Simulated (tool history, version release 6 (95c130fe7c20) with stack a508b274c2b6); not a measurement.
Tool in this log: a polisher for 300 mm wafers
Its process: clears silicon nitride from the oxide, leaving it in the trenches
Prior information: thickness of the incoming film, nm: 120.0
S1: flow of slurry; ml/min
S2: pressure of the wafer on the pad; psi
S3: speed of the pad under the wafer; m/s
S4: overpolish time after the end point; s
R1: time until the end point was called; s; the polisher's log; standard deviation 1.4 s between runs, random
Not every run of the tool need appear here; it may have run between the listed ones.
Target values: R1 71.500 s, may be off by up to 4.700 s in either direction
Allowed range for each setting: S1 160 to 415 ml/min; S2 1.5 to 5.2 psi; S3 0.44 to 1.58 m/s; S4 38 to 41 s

run 1 hour=0.0 | S1=265 S2=3.3 S3=1.00 S4=38 | R1=98.563
run 2 hour=2.2 | S1=265 S2=3.3 S3=0.74 S4=38 | R1=118.110
run 3 hour=9.9 | S1=265 S2=3.6 S3=0.76 S4=38 | R1=112.480
run 4 hour=14.0 | S1=265 S2=3.9 S3=0.80 S4=38 | R1=97.317
run 5 hour=17.1 | S1=265 S2=4.4 S3=0.80 S4=38 | R1=90.823
run 6 hour=18.2 | S1=265 S2=3.8 S3=0.80 S4=38 | R1=99.283
run 7 hour=22.3 | S1=265 S2=4.0 S3=0.82 S4=38 | R1=94.062
run 8 hour=23.1 | S1=265 S2=4.2 S3=0.84 S4=38 | R1=87.833
run 9 hour=30.9 | S1=265 S2=4.3 S3=0.84 S4=38 | R1=85.299
run 10 hour=38.2 | S1=265 S2=4.4 S3=0.84 S4=38 | R1=86.158
run 11 hour=45.7 | S1=265 S2=4.5 S3=0.84 S4=38 | R1=80.231
run 12 hour=53.5 | S1=265 S2=4.6 S3=0.84 S4=38 | R1=82.998
run 13 hour=58.1 | S1=265 S2=4.7 S3=0.86 S4=38 | R1=78.457

Exactly one of the 4 candidate moves below puts every result within its allowed miss. Which one?
run A hour=62.7 | S1=255 S2=4.8 S3=0.96 S4=38 | R1=?
run B hour=62.7 | S1=285 S2=4.1 S3=0.88 S4=38 | R1=?
run C hour=62.7 | S1=265 S2=4.5 S3=0.88 S4=40 | R1=?
run D hour=62.7 | S1=245 S2=4.6 S3=0.72 S4=38 | R1=?

move=A R1=71.831
move=B R1=87.028
move=C R1=80.662
move=D R1=91.215
A: meets every target
B: further off than the last run
C: further off than the last run
D: further off than the last run
Correct choice: A, which meets every target

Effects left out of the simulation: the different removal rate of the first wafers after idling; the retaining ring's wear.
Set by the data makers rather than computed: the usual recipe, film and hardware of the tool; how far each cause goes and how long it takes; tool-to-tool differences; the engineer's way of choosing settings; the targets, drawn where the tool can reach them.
